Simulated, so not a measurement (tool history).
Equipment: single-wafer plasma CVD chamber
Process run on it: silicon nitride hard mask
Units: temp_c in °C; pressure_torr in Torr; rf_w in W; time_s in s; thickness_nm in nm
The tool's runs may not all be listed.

run	hour	temp_c	pressure_torr	rf_w	time_s	thickness_nm
1	0	415	1.37	305	63.4	73.68
2	8	422	1.37	305	63.4	73.602
3	11.4	422	1.32	305	63.4	73.028
4	17.8	422	1.32	305	63.4	72.932
5	25.8	422	1.27	305	63.4	71.615
6	27.4	428	1.27	305	63.4	71.554

What does the tool deliver on the next run?
7	36.1	428	1.25	305	63.4	?

thickness_nm: 70.514 nm
